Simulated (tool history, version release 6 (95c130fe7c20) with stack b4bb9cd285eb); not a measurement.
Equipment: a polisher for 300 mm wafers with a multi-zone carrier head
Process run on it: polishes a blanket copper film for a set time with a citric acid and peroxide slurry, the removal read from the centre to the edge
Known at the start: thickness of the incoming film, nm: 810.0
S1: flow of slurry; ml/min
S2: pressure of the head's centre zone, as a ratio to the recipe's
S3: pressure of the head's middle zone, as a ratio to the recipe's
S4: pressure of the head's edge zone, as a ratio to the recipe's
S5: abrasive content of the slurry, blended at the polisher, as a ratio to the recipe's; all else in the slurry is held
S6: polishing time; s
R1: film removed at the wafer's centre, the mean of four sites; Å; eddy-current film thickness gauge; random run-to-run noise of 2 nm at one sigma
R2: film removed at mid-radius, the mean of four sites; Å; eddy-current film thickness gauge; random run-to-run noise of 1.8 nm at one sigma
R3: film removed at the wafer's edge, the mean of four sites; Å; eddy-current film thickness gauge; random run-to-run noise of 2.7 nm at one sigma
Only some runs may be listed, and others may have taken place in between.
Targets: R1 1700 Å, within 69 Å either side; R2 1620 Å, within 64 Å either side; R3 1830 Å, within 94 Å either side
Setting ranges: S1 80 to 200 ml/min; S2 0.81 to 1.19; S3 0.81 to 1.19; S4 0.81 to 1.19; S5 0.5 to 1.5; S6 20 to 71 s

Run 1, hour 0: S1 130 ml/min, S2 1, S3 1, S4 1, S5 1, S6 45 s. Result: R1 1177.4 Å, R2 1171.3 Å, R3 1236.5 Å.
Run 2, hour 4.2: S1 130 ml/min, S2 1, S3 1, S4 0.91, S5 1, S6 45 s. Result: R1 1204.7 Å, R2 1158.5 Å, R3 1199.2 Å.
Run 3, hour 8.1: S1 115 ml/min, S2 1, S3 1, S4 0.91, S5 1, S6 45 s. Result: R1 1161.8 Å, R2 1123.1 Å, R3 1179.3 Å.
Run 4, hour 13.3: S1 115 ml/min, S2 1, S3 1, S4 0.91, S5 1, S6 37 s. Result: R1 957.53 Å, R2 949.91 Å, R3 977.11 Å.
Run 5, hour 15: S1 120 ml/min, S2 1, S3 1, S4 0.96, S5 1.15, S6 42 s. Result: R1 1152.4 Å, R2 1103.8 Å, R3 1143.7 Å.
Run 6, hour 19.6: S1 120 ml/min, S2 1, S3 1, S4 0.96, S5 1.15, S6 38 s. Result: R1 1022.5 Å, R2 1000.4 Å, R3 1057.9 Å.
Run 7, hour 20.3: S1 130 ml/min, S2 0.99, S3 0.99, S4 1.01, S5 1.25, S6 43 s. Result: R1 1192 Å, R2 1167.3 Å, R3 1249.3 Å.
Run 8, hour 24: S1 140 ml/min, S2 0.99, S3 0.98, S4 1.05, S5 1.3, S6 46 s. Result: R1 1300 Å, R2 1267.7 Å, R3 1364 Å.
Run 9, hour 30.5: S1 140 ml/min, S2 0.99, S3 0.97, S4 1.08, S5 1.35, S6 49 s. Result: R1 1457 Å, R2 1329.1 Å, R3 1508.5 Å.
Run 10, hour 36.4: S1 145 ml/min, S2 0.98, S3 0.98, S4 1.1, S5 1.4, S6 50 s. Result: R1 1476.3 Å, R2 1419.8 Å, R3 1584.1 Å.
Run 11, hour 41.9: S1 150 ml/min, S2 0.98, S3 0.98, S4 1.12, S5 1.45, S6 51 s. Result: R1 1514.4 Å, R2 1466 Å, R3 1669.7 Å.
At hour 50.5: slurry nozzle cleaned.
Run 12, hour 50.5: S1 155 ml/min, S2 0.99, S3 0.99, S4 1.13, S5 1.45, S6 51 s. Result: R1 1630.2 Å, R2 1566.5 Å, R3 1703 Å.
Run 13, hour 58.2: S1 155 ml/min, S2 0.99, S3 0.99, S4 1.14, S5 1.45, S6 51 s. Result: R1 1585.3 Å, R2 1534.3 Å, R3 1666.3 Å.

Below are 4 possible settings for the next run. Only one of them brings all results inside the allowed miss of their targets. Which is it?
Run A, hour 65.9: S1 195 ml/min, S2 1.05, S3 1.04, S4 1.06, S5 1.25, S6 51 s. Result: R1 ?, R2 ?, R3 ?.
Run B, hour 65.9: S1 165 ml/min, S2 1, S3 0.88, S4 1.15, S5 1.5, S6 53 s. Result: R1 ?, R2 ?, R3 ?.
Run C, hour 65.9: S1 155 ml/min, S2 0.98, S3 0.97, S4 1.15, S5 1.35, S6 55 s. Result: R1 ?, R2 ?, R3 ?.
Run D, hour 65.9: S1 115 ml/min, S2 1.14, S3 0.99, S4 1.18, S5 1.45, S6 56 s. Result: R1 ?, R2 ?, R3 ?.

move      R1      R2      R3
   A  1700.9  1586.7  1633.4
   B  1730.7  1471.6    1824
   C  1703.9  1596.8  1829.6
   D  1906.5  1608.3  1860.8
A: misses by more than the last run did
B: the furthest-off result lands on target, but another misses its tolerance
C: each result inside its tolerance
D: the furthest-off result lands on target, but another misses its tolerance
The move that meets every target is C.

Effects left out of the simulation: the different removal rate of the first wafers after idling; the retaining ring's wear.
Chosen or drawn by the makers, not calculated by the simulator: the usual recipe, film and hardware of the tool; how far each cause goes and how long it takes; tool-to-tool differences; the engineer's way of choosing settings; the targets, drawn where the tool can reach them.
